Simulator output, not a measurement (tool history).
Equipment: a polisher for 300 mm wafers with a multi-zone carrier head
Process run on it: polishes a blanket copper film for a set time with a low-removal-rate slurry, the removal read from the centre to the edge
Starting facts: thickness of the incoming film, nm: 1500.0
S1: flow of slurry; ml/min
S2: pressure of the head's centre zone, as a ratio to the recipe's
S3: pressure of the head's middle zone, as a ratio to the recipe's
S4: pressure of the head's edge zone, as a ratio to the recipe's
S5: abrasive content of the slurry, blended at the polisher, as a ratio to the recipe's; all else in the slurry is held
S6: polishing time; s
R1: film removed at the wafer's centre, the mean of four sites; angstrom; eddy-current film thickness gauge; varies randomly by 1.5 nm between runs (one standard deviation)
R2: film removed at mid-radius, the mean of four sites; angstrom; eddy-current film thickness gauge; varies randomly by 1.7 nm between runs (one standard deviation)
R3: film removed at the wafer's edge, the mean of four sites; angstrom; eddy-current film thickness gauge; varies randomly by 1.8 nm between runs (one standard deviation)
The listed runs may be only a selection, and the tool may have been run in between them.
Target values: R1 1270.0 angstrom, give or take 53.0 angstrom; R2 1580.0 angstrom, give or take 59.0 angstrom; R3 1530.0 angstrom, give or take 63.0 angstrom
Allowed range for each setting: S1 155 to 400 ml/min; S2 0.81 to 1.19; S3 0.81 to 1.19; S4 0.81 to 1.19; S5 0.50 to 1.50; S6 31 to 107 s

run,day,S1,S2,S3,S4,S5,S6,R1,R2,R3
1,0.000,255,1.00,1.00,1.00,1.00,69,2150.2,2113.7,2096.3
2,0.354,255,1.00,1.00,1.00,1.00,63,1869.9,1948.5,1865.2
3,0.725,255,1.00,1.06,1.00,1.00,63,1936.5,2055.0,1957.4
4,0.846,250,0.95,1.04,0.99,0.90,62,1737.6,1878.5,1809.0
5,1.133,250,0.95,1.04,0.99,0.90,70,1918.0,2134.7,2039.1
6,1.333,240,0.91,1.02,0.98,0.80,69,1808.1,1972.8,1932.9
7,1.617,235,0.88,1.04,0.98,0.75,66,1596.5,1901.1,1785.4
8,1.671,225,0.86,1.03,0.99,0.70,65,1496.2,1745.2,1705.7
9,1.762,215,0.85,1.04,0.99,0.65,65,1414.2,1721.9,1687.5
10,1.971,205,0.84,1.04,0.97,0.60,65,1382.6,1657.9,1592.0
11,2.042,195,0.83,1.04,0.97,0.60,65,1316.2,1671.2,1582.7

Which of these 4 next moves meets every target?
A,2.112,155,1.00,1.11,0.83,0.85,54,?,?,?
B,2.112,220,0.89,1.06,0.89,0.50,69,?,?,?
C,2.112,215,0.90,0.98,0.90,0.50,70,?,?,?
D,2.112,190,0.85,1.04,1.01,0.55,65,?,?,?

move,R1,R2,R3
A,1413.9,1570.2,1362.4
B,1403.8,1676.2,1531.9
C,1434.0,1589.3,1559.6
D,1284.7,1586.4,1573.1
A: brings the result that was furthest off to its target, and leaves another outside
B: misses by more than the last run did
C: brings the result that was furthest off to its target, and leaves another outside
D: hits every target within its allowed miss
The right move is D.

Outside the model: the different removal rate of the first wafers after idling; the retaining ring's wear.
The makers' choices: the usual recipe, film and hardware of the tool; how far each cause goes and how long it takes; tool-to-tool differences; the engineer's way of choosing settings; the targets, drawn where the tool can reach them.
